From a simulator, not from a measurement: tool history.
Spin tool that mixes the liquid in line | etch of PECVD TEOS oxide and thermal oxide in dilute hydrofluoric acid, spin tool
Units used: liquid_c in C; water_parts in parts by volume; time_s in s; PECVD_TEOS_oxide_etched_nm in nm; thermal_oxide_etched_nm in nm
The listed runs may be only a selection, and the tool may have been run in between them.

Run 1, day 0: liquid_c 24 C, water_parts 115 parts by volume, time_s 30 s. Result: PECVD_TEOS_oxide_etched_nm 6.6788 nm, thermal_oxide_etched_nm 1.2556 nm.
Run 2, day 0.358: liquid_c 27.5 C, water_parts 115 parts by volume, time_s 30 s. Result: PECVD_TEOS_oxide_etched_nm 7.7975 nm, thermal_oxide_etched_nm 1.4497 nm.
Run 3, day 0.704: liquid_c 28 C, water_parts 115 parts by volume, time_s 30 s. Result: PECVD_TEOS_oxide_etched_nm 7.8113 nm, thermal_oxide_etched_nm 1.4527 nm.
Run 4, day 0.962: liquid_c 28 C, water_parts 135 parts by volume, time_s 30 s. Result: PECVD_TEOS_oxide_etched_nm 6.4727 nm, thermal_oxide_etched_nm 1.2754 nm.
Run 5, day 1.183: liquid_c 28 C, water_parts 95 parts by volume, time_s 30 s. Result: PECVD_TEOS_oxide_etched_nm 9.9295 nm, thermal_oxide_etched_nm 1.8214 nm.
Run 6, day 1.479: liquid_c 27.5 C, water_parts 95 parts by volume, time_s 30 s. Result: PECVD_TEOS_oxide_etched_nm 9.5453 nm, thermal_oxide_etched_nm 1.9013 nm.
Run 7, day 1.767: liquid_c 27 C, water_parts 95 parts by volume, time_s 30 s. Result: PECVD_TEOS_oxide_etched_nm 9.3292 nm, thermal_oxide_etched_nm 1.7908 nm.

What will run 8 give?
Run 8, day 1.9: liquid_c 26.5 C, water_parts 95 parts by volume, time_s 30 s. Result: PECVD_TEOS_oxide_etched_nm ?, thermal_oxide_etched_nm ?.

{"run 8": {"PECVD_TEOS_oxide_etched_nm": 9.1477, "thermal_oxide_etched_nm": 1.8059}}
